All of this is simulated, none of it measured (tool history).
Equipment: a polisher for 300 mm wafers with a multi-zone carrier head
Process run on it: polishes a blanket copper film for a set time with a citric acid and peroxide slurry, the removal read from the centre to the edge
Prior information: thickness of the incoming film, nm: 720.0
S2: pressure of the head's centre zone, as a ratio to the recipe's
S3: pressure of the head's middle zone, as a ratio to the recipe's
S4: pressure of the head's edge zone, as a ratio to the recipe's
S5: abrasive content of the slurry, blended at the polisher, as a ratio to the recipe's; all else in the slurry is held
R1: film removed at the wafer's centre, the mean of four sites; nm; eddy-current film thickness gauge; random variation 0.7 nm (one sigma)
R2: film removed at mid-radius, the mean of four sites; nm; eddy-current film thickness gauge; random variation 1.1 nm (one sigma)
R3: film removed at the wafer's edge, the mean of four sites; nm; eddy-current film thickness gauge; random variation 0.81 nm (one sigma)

{"run": 1, "hour": 0.0, "flow of slurry (ml/min)": 310, "S2": 1, "S3": 1, "S4": 1, "S5": 1, "polishing time (s)": 40, "R1": 122.33, "R2": 126.72, "R3": 119.61}
{"run": 2, "hour": 1.3, "flow of slurry (ml/min)": 310, "S2": 1, "S3": 1, "S4": 1, "S5": 0.85, "polishing time (s)": 40, "R1": 119.61, "R2": 121.33, "R3": 119.85}
{"run": 3, "hour": 9.4, "flow of slurry (ml/min)": 310, "S2": 1, "S3": 1, "S4": 1, "S5": 0.85, "polishing time (s)": 31, "R1": 93.846, "R2": 93.102, "R3": 91.064}
{"run": 4, "hour": 11.8, "flow of slurry (ml/min)": 315, "S2": 1, "S3": 1.02, "S4": 0.97, "S5": 0.8, "polishing time (s)": 30, "R1": 89.519, "R2": 91.973, "R3": 87.831}
{"run": 5, "hour": 18.4, "flow of slurry (ml/min)": 360, "S2": 1, "S3": 1.02, "S4": 0.97, "S5": 0.8, "polishing time (s)": 30, "R1": 92.391, "R2": 92.928, "R3": 87.689}
{"run": 6, "hour": 19.5, "flow of slurry (ml/min)": 380, "S2": 1, "S3": 1.03, "S4": 0.95, "S5": 0.75, "polishing time (s)": 29, "R1": 87.533, "R2": 88.698, "R3": 83.829}
{"run": 7, "hour": 24.6, "flow of slurry (ml/min)": 385, "S2": 1.01, "S3": 1.04, "S4": 0.93, "S5": 0.7, "polishing time (s)": 28, "R1": 85.835, "R2": 86.731, "R3": 80.081}

Forecast run 8:
{"run": 8, "hour": 28.7, "flow of slurry (ml/min)": 355, "S2": 0.99, "S3": 0.99, "S4": 0.83, "S5": 0.5, "polishing time (s)": 27, "R1": "?", "R2": "?", "R3": "?"}

R1: 75.529 nm
R2: 76.449 nm
R3: 68.101 nm

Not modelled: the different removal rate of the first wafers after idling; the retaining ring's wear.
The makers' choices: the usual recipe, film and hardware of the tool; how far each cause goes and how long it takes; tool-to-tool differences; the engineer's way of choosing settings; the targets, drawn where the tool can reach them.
